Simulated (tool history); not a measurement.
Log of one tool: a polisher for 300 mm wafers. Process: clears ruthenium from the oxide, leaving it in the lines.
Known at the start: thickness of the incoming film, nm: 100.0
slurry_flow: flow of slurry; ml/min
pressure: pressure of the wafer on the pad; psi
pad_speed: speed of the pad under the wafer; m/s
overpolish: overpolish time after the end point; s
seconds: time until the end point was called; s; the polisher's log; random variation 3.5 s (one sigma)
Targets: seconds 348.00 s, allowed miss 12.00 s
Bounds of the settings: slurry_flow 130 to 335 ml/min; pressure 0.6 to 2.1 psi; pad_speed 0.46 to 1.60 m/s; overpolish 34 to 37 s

run 1 hour=0.0 | slurry_flow=215 pressure=1.3 pad_speed=1.02 overpolish=34 | seconds=140.53
run 2 hour=3.0 | slurry_flow=215 pressure=1.2 pad_speed=1.02 overpolish=34 | seconds=151.89
run 3 hour=9.1 | slurry_flow=215 pressure=1.2 pad_speed=1.02 overpolish=34 | seconds=149.66
run 4 hour=17.3 | slurry_flow=215 pressure=1.2 pad_speed=1.20 overpolish=34 | seconds=129.52
run 5 hour=23.5 | slurry_flow=215 pressure=1.2 pad_speed=1.20 overpolish=34 | seconds=129.02
run 6 hour=28.3 | slurry_flow=215 pressure=1.2 pad_speed=1.20 overpolish=37 | seconds=130.21
run 7 hour=32.0 | slurry_flow=210 pressure=1.1 pad_speed=1.12 overpolish=37 | seconds=151.07
run 8 hour=36.1 | slurry_flow=205 pressure=1.0 pad_speed=1.04 overpolish=37 | seconds=175.32
run 9 hour=38.2 | slurry_flow=200 pressure=0.9 pad_speed=0.98 overpolish=37 | seconds=208.22
run 10 hour=41.9 | slurry_flow=195 pressure=0.9 pad_speed=0.94 overpolish=37 | seconds=216.44
run 11 hour=45.7 | slurry_flow=190 pressure=0.9 pad_speed=0.92 overpolish=37 | seconds=216.68
run 12 hour=46.9 | slurry_flow=190 pressure=0.9 pad_speed=0.88 overpolish=37 | seconds=230.30
run 13 hour=50.5 | slurry_flow=185 pressure=0.9 pad_speed=0.86 overpolish=37 | seconds=237.40
run 14 hour=51.6 | slurry_flow=180 pressure=0.9 pad_speed=0.84 overpolish=37 | seconds=247.39
run 15 hour=55.8 | slurry_flow=160 pressure=0.6 pad_speed=0.74 overpolish=37 | seconds=391.11
run 16 hour=57.3 | slurry_flow=165 pressure=0.6 pad_speed=0.74 overpolish=37 | seconds=387.79
run 17 hour=58.0 | slurry_flow=170 pressure=0.6 pad_speed=0.74 overpolish=37 | seconds=380.09
run 18 hour=63.0 | slurry_flow=205 pressure=0.7 pad_speed=0.74 overpolish=37 | seconds=328.47
run 19 hour=63.8 | slurry_flow=200 pressure=0.7 pad_speed=0.74 overpolish=37 | seconds=330.34
run 20 hour=66.0 | slurry_flow=195 pressure=0.7 pad_speed=0.74 overpolish=37 | seconds=336.36
run 21 hour=70.5 | slurry_flow=190 pressure=0.7 pad_speed=0.74 overpolish=37 | seconds=338.92
run 22 hour=74.1 | slurry_flow=185 pressure=0.7 pad_speed=0.74 overpolish=37 | seconds=330.34

Which of these 4 next moves meets every target?
run A hour=77.7 | slurry_flow=135 pressure=0.6 pad_speed=0.80 overpolish=35 | seconds=?
run B hour=77.7 | slurry_flow=190 pressure=0.7 pad_speed=0.70 overpolish=36 | seconds=?
run C hour=77.7 | slurry_flow=170 pressure=0.8 pad_speed=0.70 overpolish=37 | seconds=?
run D hour=77.7 | slurry_flow=225 pressure=0.7 pad_speed=0.82 overpolish=34 | seconds=?

move=A seconds=374.44
move=B seconds=352.29
move=C seconds=321.60
move=D seconds=295.47
A: takes the result that was furthest off past its target
B: meets every target
C: further off than the last run
D: further off than the last run
Answer: B
